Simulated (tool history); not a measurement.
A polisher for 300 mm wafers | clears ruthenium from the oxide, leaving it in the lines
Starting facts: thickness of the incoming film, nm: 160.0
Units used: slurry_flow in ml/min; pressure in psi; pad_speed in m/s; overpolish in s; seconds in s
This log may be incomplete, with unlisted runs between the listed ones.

run	hour	slurry_flow	pressure	pad_speed	overpolish	seconds
1	0.0	200	2.1	1.20	23	131.73
2	3.0	200	2.0	1.20	23	140.82
3	8.5	230	2.0	1.20	23	133.86
4	14.3	220	1.9	1.20	23	143.53
5	16.7	220	1.9	1.20	23	144.86
6	19.5	210	1.8	1.20	23	155.45

Forecast run 7:
7	20.6	200	1.8	1.20	23	?

Run 7 came out at seconds 151.35 s.
